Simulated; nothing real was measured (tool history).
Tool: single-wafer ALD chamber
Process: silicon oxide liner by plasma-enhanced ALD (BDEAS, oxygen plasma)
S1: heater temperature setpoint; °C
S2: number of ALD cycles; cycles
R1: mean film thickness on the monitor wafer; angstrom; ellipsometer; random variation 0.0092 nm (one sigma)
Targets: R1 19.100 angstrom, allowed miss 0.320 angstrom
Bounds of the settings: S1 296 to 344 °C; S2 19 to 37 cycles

{"run": 1, "hour": 0.0, "S1": 320, "S2": 28, "R1": 25.997}
{"run": 2, "hour": 3.1, "S1": 320, "S2": 26, "R1": 24.135}
{"run": 3, "hour": 10.7, "S1": 321, "S2": 24, "R1": 22.348}
{"run": 4, "hour": 13.0, "S1": 322, "S2": 23, "R1": 21.586}
{"run": 5, "hour": 19.2, "S1": 318, "S2": 23, "R1": 21.575}
{"run": 6, "hour": 23.5, "S1": 318, "S2": 27, "R1": 25.339}
{"run": 7, "hour": 26.4, "S1": 323, "S2": 25, "R1": 23.099}
{"run": 8, "hour": 27.7, "S1": 326, "S2": 23, "R1": 21.13}

4 next moves are on the table. One of them brings every result within its allowed miss. Which?
{"run": "A", "hour": 29.0, "S1": 326, "S2": 20, "R1": "?"}
{"run": "B", "hour": 29.0, "S1": 334, "S2": 21, "R1": "?"}
{"run": "C", "hour": 29.0, "S1": 327, "S2": 24, "R1": "?"}
{"run": "D", "hour": 29.0, "S1": 320, "S2": 25, "R1": "?"}

move=A R1=18.516
move=B R1=19.184
move=C R1=22.182
move=D R1=23.375
A: takes the result that was furthest off past its target
B: meets every target
C: further off than the last run
D: further off than the last run
Answer: B
